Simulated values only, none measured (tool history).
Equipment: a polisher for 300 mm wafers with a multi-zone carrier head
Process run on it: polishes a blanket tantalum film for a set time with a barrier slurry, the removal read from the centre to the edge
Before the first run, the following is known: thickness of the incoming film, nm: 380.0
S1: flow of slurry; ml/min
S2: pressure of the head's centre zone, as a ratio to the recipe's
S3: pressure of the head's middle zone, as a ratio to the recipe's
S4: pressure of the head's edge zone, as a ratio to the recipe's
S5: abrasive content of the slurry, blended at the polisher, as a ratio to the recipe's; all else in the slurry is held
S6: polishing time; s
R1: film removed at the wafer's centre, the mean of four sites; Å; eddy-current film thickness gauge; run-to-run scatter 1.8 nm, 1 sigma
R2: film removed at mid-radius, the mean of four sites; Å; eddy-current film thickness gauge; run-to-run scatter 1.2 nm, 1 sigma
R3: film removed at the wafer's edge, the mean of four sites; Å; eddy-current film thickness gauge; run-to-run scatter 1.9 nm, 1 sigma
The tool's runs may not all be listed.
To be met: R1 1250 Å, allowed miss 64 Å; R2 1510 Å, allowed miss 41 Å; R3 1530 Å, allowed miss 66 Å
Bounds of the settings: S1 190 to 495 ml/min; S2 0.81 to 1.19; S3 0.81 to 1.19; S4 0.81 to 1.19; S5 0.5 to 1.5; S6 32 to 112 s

run    day   S1    S2    S3    S4    S5  S6      R1      R2      R3
  1      0  320     1     1     1     1  72  979.21  1022.3  1002.7
  2  0.062  320     1     1     1     1  81  1093.3  1162.3  1110.9
  3  0.242  320  1.06     1     1     1  81  1169.1  1142.9  1095.9
  4  0.267  320  1.06     1     1  0.85  81  1097.2  1074.5  1052.4
  5  0.467  320  1.01     1  1.05  1.05  83  1155.5  1204.8  1176.3
  6  0.646  320  1.01  1.08  1.05  1.05  83  1172.1  1248.3  1187.2
  7  0.704  320  0.97  1.06  1.09   1.2  84  1194.3  1314.3  1261.9
  8   0.75  320  0.93  1.04  1.12   1.3  86  1182.5  1327.9  1342.9
  9  0.962  320  0.91  1.06  1.14  1.35  87  1208.4  1400.1  1348.3
 10  1.012  310  0.81  0.97  1.19   1.5  96  1154.8  1467.8  1545.3

4 next moves are on the table. One of them brings every result within its allowed miss. Which?
  A  1.062  290  0.84  0.89  1.19  1.5  101   ?   ?   ?
  B  1.062  260  0.96  0.97  1.11  1.5  100   ?   ?   ?
  C  1.062  315  0.86  0.91  1.16  1.5   98   ?   ?   ?
  D  1.062  290  0.83  0.96  0.97  1.3  104   ?   ?   ?

move      R1      R2      R3
   A    1270  1411.3  1656.3
   B  1412.5  1474.7  1572.8
   C  1278.3  1410.7  1603.7
   D  1250.6  1497.3  1522.7
A: the furthest-off result lands on target, but another misses its tolerance
B: the result that was furthest off in the last run now lies on the other side of its target
C: the furthest-off result lands on target, but another misses its tolerance
D: meets every target
Correct choice: D, which meets every target

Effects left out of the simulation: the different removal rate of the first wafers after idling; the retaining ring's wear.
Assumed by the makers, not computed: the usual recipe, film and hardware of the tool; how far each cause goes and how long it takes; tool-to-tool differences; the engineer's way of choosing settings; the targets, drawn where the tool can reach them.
